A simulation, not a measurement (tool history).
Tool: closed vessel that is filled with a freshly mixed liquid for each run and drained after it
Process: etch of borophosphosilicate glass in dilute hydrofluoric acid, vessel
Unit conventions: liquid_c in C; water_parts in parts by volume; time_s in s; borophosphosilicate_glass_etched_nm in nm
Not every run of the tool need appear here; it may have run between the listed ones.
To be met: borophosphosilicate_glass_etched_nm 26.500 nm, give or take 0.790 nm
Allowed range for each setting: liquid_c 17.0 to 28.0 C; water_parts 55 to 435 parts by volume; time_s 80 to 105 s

run    day  liquid_c  water_parts  time_s  borophosphosilicate_glass_etched_nm
  1  0.000      20.0          245     105                               13.941
  2  0.150      21.0          235     105                               15.204
  3  0.429      21.0          315     105                               10.519
  4  0.738      22.0          295     105                               11.926
  5  1.104      23.0          275     105                               13.481
  6  1.254      20.5          275     105                               12.277
  7  1.392      21.5          260     105                               13.617
  8  1.483      22.5          245     105                               15.198
  9  1.529      22.5          245     105                               15.340
 10  1.846      26.5          160     105                               29.665
 11  1.933      26.0          160     105                               28.947
 12  2.238      25.0          160     105                               27.901
 13  2.308      24.5          160     105                               27.549

4 candidate next runs follow, results not yet known. Just one meets every target within its allowed miss. Identify it.
  A  2.379      26.0          160     105                                    ?
  B  2.379      23.5          150     105                                    ?
  C  2.379      27.0          180     105                                    ?
  D  2.379      24.5          155     105                                    ?

move  borophosphosilicate_glass_etched_nm
   A                               28.903
   B                               28.376
   C                               26.032
   D                               28.367
A: moves away from the targets compared with the last run
B: moves away from the targets compared with the last run
C: every result within its allowed miss
D: moves away from the targets compared with the last run
Answer: C

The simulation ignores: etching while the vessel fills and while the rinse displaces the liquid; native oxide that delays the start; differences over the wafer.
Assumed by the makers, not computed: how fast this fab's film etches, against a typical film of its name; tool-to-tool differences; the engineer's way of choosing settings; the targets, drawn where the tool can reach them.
